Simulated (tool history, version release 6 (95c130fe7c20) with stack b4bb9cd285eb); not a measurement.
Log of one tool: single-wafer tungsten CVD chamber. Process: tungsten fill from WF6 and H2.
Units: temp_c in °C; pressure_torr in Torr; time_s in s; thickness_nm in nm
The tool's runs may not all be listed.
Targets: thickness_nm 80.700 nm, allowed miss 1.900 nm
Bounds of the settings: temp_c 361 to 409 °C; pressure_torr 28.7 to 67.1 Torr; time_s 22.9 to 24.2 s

run,day,temp_c,pressure_torr,time_s,thickness_nm
1,0.000,385,47.9,24.2,61.931
2,0.038,396,47.9,24.2,74.612
3,0.292,397,48.0,24.2,76.138
4,0.446,397,48.0,24.2,75.982
5,0.629,389,48.0,24.2,66.536
6,0.762,389,42.6,24.2,64.193
7,0.908,393,42.9,24.2,68.468
8,1.050,396,43.1,24.2,72.239
9,1.250,396,43.1,24.2,71.900

Which of these 5 next moves meets every target?
A,1.450,405,52.9,22.9,?
B,1.450,407,41.6,24.2,?
C,1.450,404,40.4,24.2,?
D,1.450,404,47.2,24.2,?
E,1.450,407,40.0,24.2,?

move,thickness_nm
A,84.389
B,85.020
C,80.378
D,84.531
E,83.957
A: takes the result that was furthest off past its target
B: takes the result that was furthest off past its target
C: meets every target
D: takes the result that was furthest off past its target
E: takes the result that was furthest off past its target
The right move is C.
